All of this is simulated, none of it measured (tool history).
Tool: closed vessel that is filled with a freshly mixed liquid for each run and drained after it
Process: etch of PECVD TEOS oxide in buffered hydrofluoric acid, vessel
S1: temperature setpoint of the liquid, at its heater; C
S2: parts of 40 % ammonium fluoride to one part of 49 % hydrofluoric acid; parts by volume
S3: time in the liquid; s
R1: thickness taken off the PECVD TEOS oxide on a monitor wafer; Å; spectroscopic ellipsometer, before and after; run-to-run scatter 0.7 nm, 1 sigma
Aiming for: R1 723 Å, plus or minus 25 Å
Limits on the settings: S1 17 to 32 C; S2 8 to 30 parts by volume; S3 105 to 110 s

run	hour	S1	S2	S3	R1
1	0	24	22.5	105	573.14
2	2.4	24	28	105	494.41
3	9.2	24	28	110	519.81
4	12.2	24	22.5	110	612.82
5	13.7	21.5	22.5	110	518.72
6	22	23	22.5	110	584.04
7	28.9	24	22.5	110	615.67
8	29.6	24.5	22.5	110	632.79

5 next moves are on the table. One of them brings every result within its allowed miss. Which?
A	30.3	26.5	29.5	110	?
B	30.3	25	24.5	105	?
C	30.3	24	23	110	?
D	30.3	21.5	22	105	?
E	30.3	25	18.5	105	?

move	R1
A	585.1
B	584.76
C	605.77
D	519.31
E	726.01
A: lands further from the targets than the last run did
B: lands further from the targets than the last run did
C: lands further from the targets than the last run did
D: lands further from the targets than the last run did
E: every result within its allowed miss
Move E is the one to make.

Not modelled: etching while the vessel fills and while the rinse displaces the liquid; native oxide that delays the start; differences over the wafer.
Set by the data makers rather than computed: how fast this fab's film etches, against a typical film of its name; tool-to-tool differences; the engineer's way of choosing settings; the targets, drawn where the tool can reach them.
